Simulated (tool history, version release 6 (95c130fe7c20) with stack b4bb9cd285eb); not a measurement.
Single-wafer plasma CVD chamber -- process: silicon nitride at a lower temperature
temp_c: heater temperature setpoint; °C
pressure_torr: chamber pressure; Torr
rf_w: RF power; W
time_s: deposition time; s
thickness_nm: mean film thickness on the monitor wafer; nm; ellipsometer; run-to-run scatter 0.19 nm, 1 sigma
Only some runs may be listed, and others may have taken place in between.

run,hour,temp_c,pressure_torr,rf_w,time_s,thickness_nm
1,0,360,1.51,255,38.6,40.078
2,8.3,360,1.68,255,38.6,41.524
3,16.5,360,1.68,255,39.8,42.69
4,21.2,360,1.76,260,39.8,43.538
5,26.8,368,1.76,260,39.8,43.179
6,28.2,366,1.84,265,39.8,44.572
7,29.8,365,1.9,265,39.8,44.945
8,34.4,364,1.95,270,39.8,45.758
9,36.1,364,1.99,270,39.8,46.43
10,36.9,363,2.02,270,39.8,46.201

The next listed run, before its measurement:
11,42.4,363,2.12,285,39.8,?

thickness_nm: 49.109 nm
